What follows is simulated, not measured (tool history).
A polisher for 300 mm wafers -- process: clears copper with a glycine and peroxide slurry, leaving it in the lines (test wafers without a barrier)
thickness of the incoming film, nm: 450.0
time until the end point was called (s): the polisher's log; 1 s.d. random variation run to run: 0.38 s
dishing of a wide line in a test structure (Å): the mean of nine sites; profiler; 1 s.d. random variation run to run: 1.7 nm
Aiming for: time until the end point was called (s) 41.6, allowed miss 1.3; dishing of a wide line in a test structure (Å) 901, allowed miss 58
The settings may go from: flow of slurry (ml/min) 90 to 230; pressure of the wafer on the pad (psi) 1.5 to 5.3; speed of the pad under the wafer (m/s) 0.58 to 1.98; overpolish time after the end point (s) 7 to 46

| run | day | flow of slurry (ml/min) | pressure of the wafer on the pad (psi) | speed of the pad under the wafer (m/s) | overpolish time after the end point (s) | time until the end point was called (s) | dishing of a wide line in a test structure (Å) |
|---|---|---|---|---|---|---|---|
| 1 | 0 | 150 | 3.4 | 1.28 | 24 | 47.222 | 1011.9 |
| 2 | 0.171 | 150 | 3.4 | 1.28 | 21 | 47.655 | 954.38 |
| 3 | 0.408 | 155 | 3.5 | 1.28 | 20 | 46.024 | 922.47 |
| 4 | 0.708 | 155 | 3.1 | 1.28 | 20 | 51.196 | 868.61 |
| 5 | 0.846 | 155 | 3.1 | 1.28 | 29 | 51.931 | 1042.1 |
| 6 | 1.146 | 160 | 3.2 | 1.28 | 26 | 49.597 | 1025.9 |
| 7 | 1.321 | 165 | 3.3 | 1.28 | 24 | 48.004 | 1026.3 |
| 8 | 1.35 | 195 | 3.7 | 1.32 | 13 | 41.192 | 737.27 |
| 9 | 1.7 | 190 | 3.7 | 1.32 | 14 | 41.122 | 779.91 |
| 10 | 1.779 | 185 | 3.7 | 1.32 | 15 | 40.994 | 819.17 |

Below are 5 possible settings for the next run. Only one of them brings all results inside the allowed miss of their targets. Which is it?
| A | 1.858 | 220 | 3.6 | 1.42 | 13 | ? | ? |
| B | 1.858 | 185 | 3.9 | 1.34 | 23 | ? | ? |
| C | 1.858 | 155 | 4.2 | 1.18 | 17 | ? | ? |
| D | 1.858 | 150 | 3.7 | 1.44 | 14 | ? | ? |
| E | 1.858 | 180 | 4 | 1.32 | 22 | ? | ? |

| move | time until the end point was called (s) | dishing of a wide line in a test structure (Å) |
|---|---|---|
| A | 38.514 | 776 |
| B | 38.643 | 1118.9 |
| C | 41.67 | 898.31 |
| D | 39.276 | 807.46 |
| E | 38.442 | 1098.3 |
A: further off than the last run
B: takes the biggest miss from the last run beyond its target
C: all results land within tolerance of their targets
D: further off than the last run
E: takes the biggest miss from the last run beyond its target
Go with C: it meets all targets.

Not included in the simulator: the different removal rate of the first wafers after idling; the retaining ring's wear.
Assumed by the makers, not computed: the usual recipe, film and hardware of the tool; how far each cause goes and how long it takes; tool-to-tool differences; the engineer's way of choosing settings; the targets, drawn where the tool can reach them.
